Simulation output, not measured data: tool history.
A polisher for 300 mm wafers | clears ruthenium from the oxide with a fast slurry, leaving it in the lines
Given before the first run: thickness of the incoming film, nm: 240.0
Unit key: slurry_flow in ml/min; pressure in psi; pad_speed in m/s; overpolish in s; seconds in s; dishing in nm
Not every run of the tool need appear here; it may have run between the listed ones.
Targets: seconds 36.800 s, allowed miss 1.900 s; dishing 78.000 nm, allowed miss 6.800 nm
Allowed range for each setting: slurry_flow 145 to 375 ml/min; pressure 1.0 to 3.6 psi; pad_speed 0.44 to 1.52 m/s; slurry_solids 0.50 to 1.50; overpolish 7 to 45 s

| run | hour | slurry_flow | pressure | pad_speed | slurry_solids | overpolish | seconds | dishing |
|---|---|---|---|---|---|---|---|---|
| 1 | 0.0 | 240 | 2.3 | 0.98 | 1.00 | 23 | 57.740 | 54.547 |
| 2 | 4.8 | 215 | 2.3 | 0.98 | 1.00 | 23 | 55.940 | 52.893 |
| 3 | 10.2 | 215 | 2.5 | 0.98 | 1.00 | 24 | 52.349 | 56.983 |
| 4 | 15.0 | 215 | 2.0 | 0.98 | 1.00 | 24 | 65.484 | 51.333 |
| 5 | 15.7 | 215 | 2.2 | 0.98 | 1.00 | 25 | 58.749 | 57.803 |
| 6 | 18.9 | 215 | 2.2 | 0.98 | 0.85 | 25 | 64.848 | 53.246 |
| 7 | 27.7 | 215 | 2.4 | 0.98 | 0.85 | 26 | 59.425 | 57.197 |
| 8 | 32.5 | 215 | 2.6 | 0.98 | 0.85 | 26 | 54.042 | 57.791 |
| 9 | 41.4 | 215 | 2.7 | 0.98 | 0.85 | 27 | 53.084 | 61.077 |
| 10 | 42.9 | 215 | 3.3 | 1.02 | 0.85 | 27 | 41.901 | 68.372 |
| 11 | 45.0 | 215 | 3.5 | 1.04 | 0.85 | 28 | 38.088 | 72.874 |
| 12 | 53.0 | 215 | 3.5 | 1.04 | 0.85 | 29 | 38.805 | 71.711 |
| 13 | 58.2 | 215 | 3.5 | 1.04 | 0.85 | 30 | 38.692 | 74.252 |
| 14 | 60.5 | 215 | 3.5 | 1.04 | 0.85 | 30 | 38.327 | 72.769 |
| 15 | 66.6 | 215 | 3.5 | 1.04 | 0.85 | 31 | 38.063 | 72.287 |

5 candidate next runs follow, results not yet known. Just one meets every target within its allowed miss. Identify it.
| A | 72.7 | 210 | 3.3 | 1.16 | 0.70 | 42 | ? | ? |
| B | 72.7 | 225 | 3.5 | 0.96 | 0.90 | 26 | ? | ? |
| C | 72.7 | 240 | 3.3 | 1.20 | 0.65 | 42 | ? | ? |
| D | 72.7 | 195 | 3.6 | 0.94 | 0.90 | 25 | ? | ? |
| E | 72.7 | 245 | 3.6 | 1.16 | 0.70 | 34 | ? | ? |

| move | seconds | dishing |
|---|---|---|
| A | 41.895 | 78.790 |
| B | 41.299 | 67.677 |
| C | 41.524 | 78.952 |
| D | 41.856 | 66.155 |
| E | 37.701 | 76.705 |
A: the furthest-off result lands on target, but another misses its tolerance
B: lands further from the targets than the last run did
C: the furthest-off result lands on target, but another misses its tolerance
D: lands further from the targets than the last run did
E: every result lands within tolerance
E meets every target.
